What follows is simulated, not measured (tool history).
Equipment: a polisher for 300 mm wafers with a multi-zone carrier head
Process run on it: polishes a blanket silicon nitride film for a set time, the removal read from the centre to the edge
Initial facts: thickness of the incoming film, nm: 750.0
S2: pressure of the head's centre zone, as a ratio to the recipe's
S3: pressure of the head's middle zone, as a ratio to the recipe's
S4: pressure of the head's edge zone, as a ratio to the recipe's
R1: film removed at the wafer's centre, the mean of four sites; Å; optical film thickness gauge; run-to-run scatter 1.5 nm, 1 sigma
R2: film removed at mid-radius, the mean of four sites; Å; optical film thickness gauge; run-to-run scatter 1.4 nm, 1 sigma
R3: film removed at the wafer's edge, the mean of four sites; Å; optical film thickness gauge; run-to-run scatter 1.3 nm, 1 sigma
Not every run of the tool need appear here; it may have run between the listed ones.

run 1 day=0.000 | flow_of_slurry_(ml/min)=260 S2=1.00 S3=1.00 S4=1.00 polishing_time_(s)=81 | R1=1017.9 R2=1019.3 R3=1037.5
run 2 day=0.100 | flow_of_slurry_(ml/min)=265 S2=1.03 S3=1.00 S4=1.04 polishing_time_(s)=85 | R1=1113.9 R2=1069.4 R3=1095.1
run 3 day=0.175 | flow_of_slurry_(ml/min)=270 S2=1.04 S3=0.99 S4=1.06 polishing_time_(s)=89 | R1=1148.3 R2=1128.7 R3=1178.4
run 4 day=0.388 | flow_of_slurry_(ml/min)=270 S2=1.04 S3=1.06 S4=1.06 polishing_time_(s)=89 | R1=1162.4 R2=1168.0 R3=1181.6
run 5 day=0.458 | flow_of_slurry_(ml/min)=225 S2=1.04 S3=1.06 S4=1.06 polishing_time_(s)=89 | R1=1100.7 R2=1149.6 R3=1144.7
run 6 day=0.812 | flow_of_slurry_(ml/min)=225 S2=1.04 S3=1.06 S4=1.10 polishing_time_(s)=89 | R1=1109.2 R2=1139.3 R3=1176.4
run 7 day=1.075 | flow_of_slurry_(ml/min)=255 S2=1.06 S3=1.06 S4=1.12 polishing_time_(s)=90 | R1=1176.3 R2=1179.7 R3=1218.2

What does the tool deliver on the next run?
run 8 day=1.138 | flow_of_slurry_(ml/min)=280 S2=1.08 S3=1.05 S4=1.14 polishing_time_(s)=90 | R1=? R2=? R3=?

{"run 8": {"R1": 1236.8, "R2": 1193.0, "R3": 1267.6}}
